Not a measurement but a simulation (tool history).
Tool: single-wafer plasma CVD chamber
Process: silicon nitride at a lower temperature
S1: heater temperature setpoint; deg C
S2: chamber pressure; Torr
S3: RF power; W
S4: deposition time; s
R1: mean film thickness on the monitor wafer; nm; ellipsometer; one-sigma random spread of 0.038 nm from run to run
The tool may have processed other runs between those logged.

Run 1, hour 0.0: S1 335 deg C, S2 1.41 Torr, S3 325 W, S4 11.1 s. Result: R1 12.3550 nm.
Run 2, hour 7.0: S1 331 deg C, S2 1.41 Torr, S3 325 W, S4 11.1 s. Result: R1 12.5130 nm.
Run 3, hour 15.8: S1 331 deg C, S2 1.35 Torr, S3 320 W, S4 11.1 s. Result: R1 12.0520 nm.
Run 4, hour 22.3: S1 331 deg C, S2 1.31 Torr, S3 320 W, S4 11.1 s. Result: R1 11.8220 nm.
Run 5, hour 25.5: S1 331 deg C, S2 1.31 Torr, S3 365 W, S4 11.1 s. Result: R1 13.2190 nm.
Run 6, hour 30.2: S1 327 deg C, S2 1.31 Torr, S3 365 W, S4 11.1 s. Result: R1 13.1560 nm.
Run 7, hour 31.0: S1 327 deg C, S2 1.27 Torr, S3 360 W, S4 11.1 s. Result: R1 12.8860 nm.
Run 8, hour 35.8: S1 327 deg C, S2 1.23 Torr, S3 355 W, S4 11.1 s. Result: R1 12.6500 nm.
Run 9, hour 37.5: S1 327 deg C, S2 1.19 Torr, S3 350 W, S4 11.1 s. Result: R1 12.3120 nm.
Run 10, hour 42.0: S1 327 deg C, S2 0.91 Torr, S3 305 W, S4 11.0 s. Result: R1 9.0950 nm.
Run 11, hour 42.8: S1 327 deg C, S2 0.94 Torr, S3 305 W, S4 11.0 s. Result: R1 9.3336 nm.
Run 12, hour 43.4: S1 327 deg C, S2 0.97 Torr, S3 305 W, S4 11.0 s. Result: R1 9.5849 nm.
Run 13, hour 46.8: S1 327 deg C, S2 0.99 Torr, S3 305 W, S4 11.0 s. Result: R1 9.7077 nm.
Run 14, hour 55.0: S1 327 deg C, S2 1.01 Torr, S3 305 W, S4 11.0 s. Result: R1 9.8044 nm.

Estimate the outcome of run 15 from the log above:
Run 15, hour 57.6: S1 327 deg C, S2 1.29 Torr, S3 320 W, S4 11.0 s. Result: R1 ?.

{"run 15": {"R1": 11.689}}

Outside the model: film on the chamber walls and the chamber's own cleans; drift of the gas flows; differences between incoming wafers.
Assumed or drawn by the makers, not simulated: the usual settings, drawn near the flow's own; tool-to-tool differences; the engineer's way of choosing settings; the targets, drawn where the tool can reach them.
